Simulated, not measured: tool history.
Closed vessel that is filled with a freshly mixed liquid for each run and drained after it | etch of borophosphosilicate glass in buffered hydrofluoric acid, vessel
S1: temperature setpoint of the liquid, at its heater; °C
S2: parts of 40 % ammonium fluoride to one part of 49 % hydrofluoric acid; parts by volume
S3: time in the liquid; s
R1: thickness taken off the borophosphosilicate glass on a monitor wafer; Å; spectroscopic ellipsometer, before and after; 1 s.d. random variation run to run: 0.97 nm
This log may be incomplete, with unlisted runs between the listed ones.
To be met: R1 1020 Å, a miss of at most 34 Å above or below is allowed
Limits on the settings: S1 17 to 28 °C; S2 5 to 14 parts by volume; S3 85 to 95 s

run,hour,S1,S2,S3,R1
1,0,20,8.5,85,1490.1
2,5.2,19.5,9,85,1401.4
3,8.6,19.5,9,85,1383.1
4,16,19.5,10,85,1293.4
5,16.8,19,10,85,1244.6
6,22.4,19,10,95,1395.5
7,28.7,18.5,10.5,95,1283
8,31.2,18,10.5,95,1248.3
9,39.5,17.5,11.5,95,1127.6

5 candidate next runs follow, results not yet known. Just one meets every target within its allowed miss. Identify it.
A,47.8,18.5,11,95,?
B,47.8,18.5,12.5,95,?
C,47.8,18.5,10.5,85,?
D,47.8,17,11.5,90,?
E,47.8,18.5,10.5,90,?

move,R1
A,1244.9
B,1097.6
C,1166
D,1037.8
E,1234.6
A: further off than the last run
B: nearer the targets than the last run, but a result is still out of spec
C: further off than the last run
D: all results land within tolerance of their targets
E: further off than the last run
D is the move that brings every result within its allowed miss.
